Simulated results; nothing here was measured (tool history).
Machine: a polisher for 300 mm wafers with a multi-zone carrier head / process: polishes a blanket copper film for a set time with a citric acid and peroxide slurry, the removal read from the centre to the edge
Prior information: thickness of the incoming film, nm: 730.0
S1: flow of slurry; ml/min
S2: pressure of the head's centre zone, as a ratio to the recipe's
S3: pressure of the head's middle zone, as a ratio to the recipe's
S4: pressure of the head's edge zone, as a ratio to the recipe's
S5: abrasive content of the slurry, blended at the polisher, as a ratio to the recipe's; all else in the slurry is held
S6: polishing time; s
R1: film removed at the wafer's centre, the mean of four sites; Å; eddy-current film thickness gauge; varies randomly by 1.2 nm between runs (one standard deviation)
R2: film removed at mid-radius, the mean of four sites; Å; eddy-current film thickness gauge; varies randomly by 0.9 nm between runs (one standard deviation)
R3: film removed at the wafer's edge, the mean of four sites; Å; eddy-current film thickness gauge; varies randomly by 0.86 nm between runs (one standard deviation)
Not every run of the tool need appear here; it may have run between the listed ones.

run	hour	S1	S2	S3	S4	S5	S6	R1	R2	R3
1	0	310	1	1	1	1	35	624.9	631.96	624.64
2	6.6	310	1.04	1	1	1	35	670.21	629.44	624.86
3	10	310	1.04	1.02	1.01	1.05	35	662.01	650.18	636.7
4	16.5	310	1.04	1.02	1.01	0.9	35	620.69	620.26	613.42
5	22.8	310	0.98	1.02	1.01	0.9	35	589.4	619.44	616.1
6	29	310	0.99	1.03	1.01	0.95	35	598.49	642.01	624.17

Estimate the outcome of run 7 from the log above:
7	33.6	330	1.09	1.12	1.08	1.2	37	?	?	?

{"run 7": {"R1": 777.79, "R2": 765.28, "R3": 738.06}}
